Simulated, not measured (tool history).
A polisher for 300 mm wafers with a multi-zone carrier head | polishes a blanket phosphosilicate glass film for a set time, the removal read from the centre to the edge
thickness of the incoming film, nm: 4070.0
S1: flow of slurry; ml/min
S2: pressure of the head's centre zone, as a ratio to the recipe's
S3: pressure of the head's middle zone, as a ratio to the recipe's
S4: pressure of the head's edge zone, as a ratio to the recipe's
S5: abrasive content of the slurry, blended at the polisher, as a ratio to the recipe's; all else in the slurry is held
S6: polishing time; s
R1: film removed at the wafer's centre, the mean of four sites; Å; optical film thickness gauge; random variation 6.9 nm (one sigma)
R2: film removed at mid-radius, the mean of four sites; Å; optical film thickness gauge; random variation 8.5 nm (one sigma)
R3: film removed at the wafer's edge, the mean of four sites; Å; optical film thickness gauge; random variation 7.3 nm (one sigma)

Run 1, day 0.000: S1 310 ml/min, S2 1.00, S3 1.00, S4 1.00, S5 1.00, S6 77 s. Result: R1 8247.0 Å, R2 7278.4 Å, R3 7514.4 Å.
Run 2, day 0.300: S1 310 ml/min, S2 1.00, S3 1.00, S4 1.00, S5 0.90, S6 77 s. Result: R1 7975.7 Å, R2 6883.8 Å, R3 7088.9 Å.
Run 3, day 0.404: S1 310 ml/min, S2 0.97, S3 1.00, S4 0.98, S5 0.80, S6 77 s. Result: R1 7069.5 Å, R2 6447.9 Å, R3 6294.4 Å.
Run 4, day 0.762: S1 310 ml/min, S2 0.95, S3 0.98, S4 0.96, S5 0.80, S6 77 s. Result: R1 6983.5 Å, R2 6421.6 Å, R3 6397.0 Å.
Run 5, day 1.046: S1 255 ml/min, S2 0.95, S3 0.98, S4 0.96, S5 0.80, S6 77 s. Result: R1 6815.7 Å, R2 6088.1 Å, R3 6380.6 Å.
At day 1.375: centre zone pressure recalibrated.
Run 6, day 1.375: S1 255 ml/min, S2 0.89, S3 0.98, S4 0.96, S5 0.80, S6 77 s. Result: R1 5816.8 Å, R2 6196.0 Å, R3 6452.2 Å.
Run 7, day 1.692: S1 255 ml/min, S2 0.89, S3 0.98, S4 0.96, S5 0.80, S6 77 s. Result: R1 5923.5 Å, R2 6120.1 Å, R3 6337.1 Å.
Run 8, day 1.954: S1 265 ml/min, S2 0.99, S3 0.97, S4 0.86, S5 0.65, S6 76 s. Result: R1 5718.7 Å, R2 5203.9 Å, R3 5214.1 Å.

The next listed run, before its measurement:
Run 9, day 2.025: S1 265 ml/min, S2 0.99, S3 0.97, S4 0.86, S5 0.65, S6 76 s. Result: R1 ?, R2 ?, R3 ?.

R1: 5608.7 Å
R2: 5196.2 Å
R3: 5168.0 Å
